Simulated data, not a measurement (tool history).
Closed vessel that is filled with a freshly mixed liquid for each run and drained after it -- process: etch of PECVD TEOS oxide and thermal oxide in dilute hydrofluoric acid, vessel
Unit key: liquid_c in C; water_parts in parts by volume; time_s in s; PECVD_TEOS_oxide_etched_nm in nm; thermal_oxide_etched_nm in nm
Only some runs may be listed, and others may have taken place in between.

Run 1, hour 0.0: liquid_c 25.0 C, water_parts 130 parts by volume, time_s 60 s. Result: PECVD_TEOS_oxide_etched_nm 6.6733 nm, thermal_oxide_etched_nm 2.1525 nm.
Run 2, hour 3.9: liquid_c 23.0 C, water_parts 135 parts by volume, time_s 60 s. Result: PECVD_TEOS_oxide_etched_nm 6.0814 nm, thermal_oxide_etched_nm 1.9322 nm.
Run 3, hour 11.3: liquid_c 23.0 C, water_parts 165 parts by volume, time_s 60 s. Result: PECVD_TEOS_oxide_etched_nm 4.6882 nm, thermal_oxide_etched_nm 1.5214 nm.
Run 4, hour 18.0: liquid_c 21.5 C, water_parts 165 parts by volume, time_s 60 s. Result: PECVD_TEOS_oxide_etched_nm 4.4426 nm, thermal_oxide_etched_nm 1.4321 nm.
Run 5, hour 20.5: liquid_c 20.5 C, water_parts 165 parts by volume, time_s 60 s. Result: PECVD_TEOS_oxide_etched_nm 4.2556 nm, thermal_oxide_etched_nm 1.3675 nm.
Run 6, hour 23.2: liquid_c 22.5 C, water_parts 165 parts by volume, time_s 60 s. Result: PECVD_TEOS_oxide_etched_nm 4.7136 nm, thermal_oxide_etched_nm 1.4967 nm.
Run 7, hour 30.2: liquid_c 21.5 C, water_parts 165 parts by volume, time_s 60 s. Result: PECVD_TEOS_oxide_etched_nm 4.4599 nm, thermal_oxide_etched_nm 1.4045 nm.
Run 8, hour 32.4: liquid_c 21.0 C, water_parts 165 parts by volume, time_s 60 s. Result: PECVD_TEOS_oxide_etched_nm 4.4837 nm, thermal_oxide_etched_nm 1.4026 nm.

Expected results for the next run?
Run 9, hour 40.8: liquid_c 21.0 C, water_parts 170 parts by volume, time_s 60 s. Result: PECVD_TEOS_oxide_etched_nm ?, thermal_oxide_etched_nm ?.

PECVD_TEOS_oxide_etched_nm: 4.2250 nm
thermal_oxide_etched_nm: 1.3553 nm
